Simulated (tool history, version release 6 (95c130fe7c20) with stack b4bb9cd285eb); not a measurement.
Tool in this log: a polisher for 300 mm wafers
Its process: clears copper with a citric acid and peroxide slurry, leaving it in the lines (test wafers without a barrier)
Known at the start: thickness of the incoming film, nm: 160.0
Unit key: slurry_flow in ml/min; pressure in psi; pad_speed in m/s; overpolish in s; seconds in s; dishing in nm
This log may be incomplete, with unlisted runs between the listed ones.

| run | hour | slurry_flow | pressure | pad_speed | slurry_solids | overpolish | seconds | dishing |
|---|---|---|---|---|---|---|---|---|
| 1 | 0 | 265 | 3.3 | 0.88 | 1 | 9 | 68.295 | 14.305 |
| 2 | 6.7 | 265 | 3.6 | 0.88 | 1 | 7 | 62.973 | 12.029 |
| 3 | 11.8 | 265 | 3.6 | 0.88 | 0.85 | 7 | 63.761 | 11.739 |
| 4 | 17.6 | 265 | 3.6 | 0.88 | 0.85 | 5 | 61.797 | 8.4444 |
| 5 | 26.5 | 265 | 3.6 | 0.8 | 0.85 | 5 | 67.844 | 7.8878 |
| 6 | 27 | 265 | 3.6 | 0.68 | 0.85 | 5 | 83.072 | 6.688 |
| 7 | 33.6 | 270 | 4.6 | 0.84 | 0.85 | 3 | 54.756 | 6.1155 |
| 8 | 35.9 | 270 | 4.3 | 0.94 | 0.9 | 3 | 49.308 | 6.4474 |
| 9 | 37 | 245 | 4.9 | 1 | 0.8 | 7 | 43.573 | 16.927 |
| 10 | 38.3 | 320 | 3.9 | 1.02 | 1.05 | 6 | 49.362 | 13.062 |
| 11 | 46.8 | 290 | 4.1 | 1.02 | 1.05 | 6 | 46.31 | 13.559 |
| 12 | 48.2 | 280 | 4.3 | 1.02 | 1 | 6 | 45.497 | 14.193 |
| 13 | 56.8 | 280 | 4.5 | 1.02 | 0.9 | 5 | 45.73 | 11.932 |
| 14 | 57.8 | 285 | 5.2 | 1 | 0.75 | 3 | 40.404 | 7.9307 |
| 15 | 61.9 | 285 | 4.8 | 1.04 | 0.8 | 3 | 43.597 | 7.8047 |
| 16 | 63.3 | 285 | 4.6 | 1.08 | 0.8 | 3 | 42.414 | 7.7918 |
| 17 | 68.8 | 285 | 4.4 | 1.1 | 0.85 | 3 | 42.684 | 7.7415 |
| 18 | 72.3 | 290 | 4.4 | 1.1 | 0.9 | 3 | 42.881 | 7.7921 |
| 19 | 73.6 | 295 | 4.4 | 1.1 | 0.95 | 3 | 43.008 | 7.9619 |

Forecast run 20:
| 20 | 79.1 | 315 | 4.3 | 1.1 | 1.2 | 5 | ? | ? |

Run 20 measured seconds 41.044 s, dishing 13.447 nm.

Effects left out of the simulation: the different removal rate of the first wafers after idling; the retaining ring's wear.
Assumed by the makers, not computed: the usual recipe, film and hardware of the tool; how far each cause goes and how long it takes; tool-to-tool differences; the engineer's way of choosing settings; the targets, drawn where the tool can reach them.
